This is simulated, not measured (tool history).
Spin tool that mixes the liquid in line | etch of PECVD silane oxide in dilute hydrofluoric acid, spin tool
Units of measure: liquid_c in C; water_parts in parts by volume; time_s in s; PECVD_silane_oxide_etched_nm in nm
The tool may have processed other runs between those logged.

run 1 hour=0 | liquid_c=24 water_parts=120 time_s=150 | PECVD_silane_oxide_etched_nm=26.523
run 2 hour=1.7 | liquid_c=25 water_parts=115 time_s=150 | PECVD_silane_oxide_etched_nm=29.031
run 3 hour=3.2 | liquid_c=25 water_parts=115 time_s=155 | PECVD_silane_oxide_etched_nm=30.03
run 4 hour=7.6 | liquid_c=25 water_parts=115 time_s=155 | PECVD_silane_oxide_etched_nm=29.728
run 5 hour=8.3 | liquid_c=25.5 water_parts=110 time_s=155 | PECVD_silane_oxide_etched_nm=32.125
run 6 hour=14.8 | liquid_c=28 water_parts=110 time_s=155 | PECVD_silane_oxide_etched_nm=34.843
run 7 hour=18.8 | liquid_c=28.5 water_parts=105 time_s=155 | PECVD_silane_oxide_etched_nm=37.807
run 8 hour=24.9 | liquid_c=28.5 water_parts=105 time_s=155 | PECVD_silane_oxide_etched_nm=38.302
run 9 hour=28.3 | liquid_c=29 water_parts=100 time_s=155 | PECVD_silane_oxide_etched_nm=40.645
run 10 hour=37.2 | liquid_c=29.5 water_parts=95 time_s=155 | PECVD_silane_oxide_etched_nm=43.986

Run 11 comes next. What will it give?
run 11 hour=41.2 | liquid_c=30 water_parts=90 time_s=155 | PECVD_silane_oxide_etched_nm=?

Run 11 came out at PECVD_silane_oxide_etched_nm 48.432 nm.
